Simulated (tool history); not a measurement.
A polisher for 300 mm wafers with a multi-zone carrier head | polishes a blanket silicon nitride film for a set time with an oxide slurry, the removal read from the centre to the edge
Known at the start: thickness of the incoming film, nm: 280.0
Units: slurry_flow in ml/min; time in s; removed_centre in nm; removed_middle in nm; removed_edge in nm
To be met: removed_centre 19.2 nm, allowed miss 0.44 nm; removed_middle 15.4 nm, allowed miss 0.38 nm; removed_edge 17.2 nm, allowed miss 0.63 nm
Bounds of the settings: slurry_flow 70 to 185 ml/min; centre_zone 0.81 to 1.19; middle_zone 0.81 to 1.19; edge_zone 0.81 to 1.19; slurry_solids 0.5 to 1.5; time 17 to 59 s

run 1 hour=0 | slurry_flow=120 centre_zone=1 middle_zone=1 edge_zone=1 slurry_solids=1 time=38 | removed_centre=30.354 removed_middle=30.481 removed_edge=29.862
run 2 hour=0.8 | slurry_flow=120 centre_zone=1 middle_zone=0.93 edge_zone=1 slurry_solids=1 time=38 | removed_centre=29.856 removed_middle=29.179 removed_edge=29.212
run 3 hour=2 | slurry_flow=120 centre_zone=1 middle_zone=0.93 edge_zone=0.97 slurry_solids=1 time=38 | removed_centre=30.047 removed_middle=29.122 removed_edge=29.412
run 4 hour=9 | slurry_flow=135 centre_zone=1 middle_zone=0.93 edge_zone=0.97 slurry_solids=1 time=38 | removed_centre=31.403 removed_middle=29.724 removed_edge=30.384
run 5 hour=16 | slurry_flow=145 centre_zone=1 middle_zone=0.93 edge_zone=0.97 slurry_solids=1 time=38 | removed_centre=31.792 removed_middle=30.472 removed_edge=30.287
run 6 hour=20.3 | slurry_flow=160 centre_zone=1 middle_zone=0.93 edge_zone=0.97 slurry_solids=1 time=38 | removed_centre=32.531 removed_middle=30.894 removed_edge=30.635
run 7 hour=28.2 | slurry_flow=150 centre_zone=1.02 middle_zone=0.91 edge_zone=0.97 slurry_solids=0.9 time=36 | removed_centre=28.667 removed_middle=26.489 removed_edge=26.983
run 8 hour=36.8 | slurry_flow=145 centre_zone=1.04 middle_zone=0.89 edge_zone=0.96 slurry_solids=0.85 time=35 | removed_centre=26.805 removed_middle=23.479 removed_edge=24.551
run 9 hour=37.6 | slurry_flow=135 centre_zone=1.04 middle_zone=0.88 edge_zone=0.94 slurry_solids=0.8 time=35 | removed_centre=24.972 removed_middle=22.196 removed_edge=22.723
run 10 hour=45.9 | slurry_flow=125 centre_zone=1.05 middle_zone=0.87 edge_zone=0.95 slurry_solids=0.75 time=35 | removed_centre=23.312 removed_middle=20.385 removed_edge=20.748
run 11 hour=49.9 | slurry_flow=120 centre_zone=1.06 middle_zone=0.86 edge_zone=0.98 slurry_solids=0.75 time=35 | removed_centre=23.584 removed_middle=19.876 removed_edge=21.611
run 12 hour=56.5 | slurry_flow=115 centre_zone=1.06 middle_zone=0.85 edge_zone=0.98 slurry_solids=0.75 time=35 | removed_centre=22.84 removed_middle=19.606 removed_edge=20.874
run 13 hour=64.7 | slurry_flow=110 centre_zone=1.07 middle_zone=0.84 edge_zone=0.99 slurry_solids=0.75 time=35 | removed_centre=22.715 removed_middle=19.04 removed_edge=20.876
run 14 hour=69.2 | slurry_flow=105 centre_zone=1.08 middle_zone=0.84 edge_zone=0.99 slurry_solids=0.75 time=35 | removed_centre=22.873 removed_middle=18.512 removed_edge=20.956
run 15 hour=77.1 | slurry_flow=100 centre_zone=1.08 middle_zone=0.84 edge_zone=0.98 slurry_solids=0.75 time=35 | removed_centre=22.366 removed_middle=18.591 removed_edge=20.564
run 16 hour=80.1 | slurry_flow=95 centre_zone=1.08 middle_zone=0.84 edge_zone=0.98 slurry_solids=0.75 time=35 | removed_centre=21.714 removed_middle=18.186 removed_edge=20.524
run 17 hour=88.2 | slurry_flow=90 centre_zone=1.09 middle_zone=0.84 edge_zone=0.96 slurry_solids=0.75 time=35 | removed_centre=21.586 removed_middle=17.612 removed_edge=19.896
run 18 hour=95.4 | slurry_flow=85 centre_zone=1.09 middle_zone=0.84 edge_zone=0.94 slurry_solids=0.75 time=35 | removed_centre=21.174 removed_middle=17.64 removed_edge=19.016
run 19 hour=101.7 | slurry_flow=75 centre_zone=1.1 middle_zone=0.82 edge_zone=0.94 slurry_solids=0.7 time=35 | removed_centre=18.317 removed_middle=15.283 removed_edge=17.509
run 20 hour=108.4 | slurry_flow=80 centre_zone=1.14 middle_zone=0.82 edge_zone=0.89 slurry_solids=0.7 time=35 | removed_centre=19.703 removed_middle=15.51 removed_edge=17.16

Which of these 4 next moves meets every target?
run A hour=115.1 | slurry_flow=80 centre_zone=1.15 middle_zone=0.86 edge_zone=0.97 slurry_solids=0.75 time=31 | removed_centre=? removed_middle=? removed_edge=?
run B hour=115.1 | slurry_flow=75 centre_zone=1.05 middle_zone=0.85 edge_zone=0.96 slurry_solids=0.65 time=40 | removed_centre=? removed_middle=? removed_edge=?
run C hour=115.1 | slurry_flow=85 centre_zone=1.17 middle_zone=0.88 edge_zone=0.81 slurry_solids=0.8 time=28 | removed_centre=? removed_middle=? removed_edge=?
run D hour=115.1 | slurry_flow=70 centre_zone=1.05 middle_zone=0.85 edge_zone=0.82 slurry_solids=0.75 time=35 | removed_centre=? removed_middle=? removed_edge=?

move=A removed_centre=19.145 removed_middle=15.228 removed_edge=17.008
move=B removed_centre=18.469 removed_middle=16.062 removed_edge=18.176
move=C removed_centre=19.292 removed_middle=15.259 removed_edge=15.31
move=D removed_centre=18.348 removed_middle=16.061 removed_edge=17.123
A: meets every target
B: takes the result that was furthest off past its target
C: brings the result that was furthest off to its target, and leaves another outside
D: takes the result that was furthest off past its target
Move A is the one to make.

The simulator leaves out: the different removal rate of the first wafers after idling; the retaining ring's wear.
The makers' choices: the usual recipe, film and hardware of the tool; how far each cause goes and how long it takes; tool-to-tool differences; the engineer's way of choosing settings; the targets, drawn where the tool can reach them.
